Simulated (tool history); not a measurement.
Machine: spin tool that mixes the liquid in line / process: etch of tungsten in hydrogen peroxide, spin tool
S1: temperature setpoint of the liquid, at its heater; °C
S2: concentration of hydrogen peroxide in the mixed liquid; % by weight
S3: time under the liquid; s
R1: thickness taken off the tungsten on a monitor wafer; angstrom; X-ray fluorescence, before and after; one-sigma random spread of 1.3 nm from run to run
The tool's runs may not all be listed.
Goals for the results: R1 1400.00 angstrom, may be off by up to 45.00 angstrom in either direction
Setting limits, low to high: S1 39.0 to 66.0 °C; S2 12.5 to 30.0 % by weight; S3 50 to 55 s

run,hour,S1,S2,S3,R1
1,0.0,55.0,24.5,50,708.08
2,5.0,48.0,24.5,50,454.67
3,12.1,48.0,24.5,55,504.73
4,12.7,51.0,24.5,55,599.28
5,19.3,55.0,24.5,55,771.18
6,22.4,57.0,24.5,55,872.64
7,28.2,58.5,24.5,55,948.19
8,36.0,60.0,24.5,55,1042.60

Next run, 5 choices. One meets every target within its allowed miss, the rest don't. Which?
A,43.8,63.5,25.0,55,?
B,43.8,64.0,28.0,55,?
C,43.8,54.0,24.0,55,?
D,43.8,56.5,21.0,55,?
E,43.8,56.5,23.5,55,?

move,R1
A,1256.40
B,1367.60
C,709.87
D,769.91
E,814.45
A: an improvement on the last run, though not all results are within tolerance
B: hits every target within its allowed miss
C: misses by more than the last run did
D: misses by more than the last run did
E: misses by more than the last run did
So the answer is move B, the one that meets all the targets.
